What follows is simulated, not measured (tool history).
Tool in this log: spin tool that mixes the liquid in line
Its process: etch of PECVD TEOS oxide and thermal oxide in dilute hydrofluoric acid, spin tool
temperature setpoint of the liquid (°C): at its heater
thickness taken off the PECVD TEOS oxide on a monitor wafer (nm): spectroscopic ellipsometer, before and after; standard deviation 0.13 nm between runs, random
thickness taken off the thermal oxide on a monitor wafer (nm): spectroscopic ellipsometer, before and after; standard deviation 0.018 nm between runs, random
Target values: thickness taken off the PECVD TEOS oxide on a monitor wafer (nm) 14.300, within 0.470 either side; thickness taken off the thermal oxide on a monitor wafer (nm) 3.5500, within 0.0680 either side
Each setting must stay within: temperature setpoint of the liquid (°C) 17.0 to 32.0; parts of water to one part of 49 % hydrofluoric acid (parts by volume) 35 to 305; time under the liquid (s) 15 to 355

run,hour,temperature setpoint of the liquid (°C),parts of water to one part of 49 % hydrofluoric acid (parts by volume),time under the liquid (s),thickness taken off the PECVD TEOS oxide on a monitor wafer (nm),thickness taken off the thermal oxide on a monitor wafer (nm)
1,0.0,24.0,170,180,19.391,4.8035
2,2.7,23.5,170,180,18.767,4.7535
3,4.0,25.0,170,180,19.851,4.9852
4,5.9,24.0,170,180,19.514,4.7693
5,9.6,23.5,170,180,19.180,4.6686
6,17.6,25.0,170,180,19.978,5.0073
7,19.0,25.0,170,180,20.319,4.9962
8,24.1,24.0,170,180,19.685,4.7738
9,27.0,23.5,175,180,18.697,4.5601
10,33.4,22.0,190,175,15.404,3.7743
11,41.5,21.0,190,175,14.728,3.6412

Of the 4 settings listed for the next run, only one would bring every result within its allowed miss of target. Which one?
A,49.6,23.5,215,190,?,?
B,49.6,22.0,145,120,?,?
C,49.6,21.0,165,155,?,?
D,49.6,20.5,165,155,?,?

move,thickness taken off the PECVD TEOS oxide on a monitor wafer (nm),thickness taken off the thermal oxide on a monitor wafer (nm)
A,15.138,3.7607
B,14.434,3.5858
C,15.422,3.8312
D,15.123,3.7570
A: lands further from the targets than the last run did
B: hits every target within its allowed miss
C: lands further from the targets than the last run did
D: lands further from the targets than the last run did
Answer: B

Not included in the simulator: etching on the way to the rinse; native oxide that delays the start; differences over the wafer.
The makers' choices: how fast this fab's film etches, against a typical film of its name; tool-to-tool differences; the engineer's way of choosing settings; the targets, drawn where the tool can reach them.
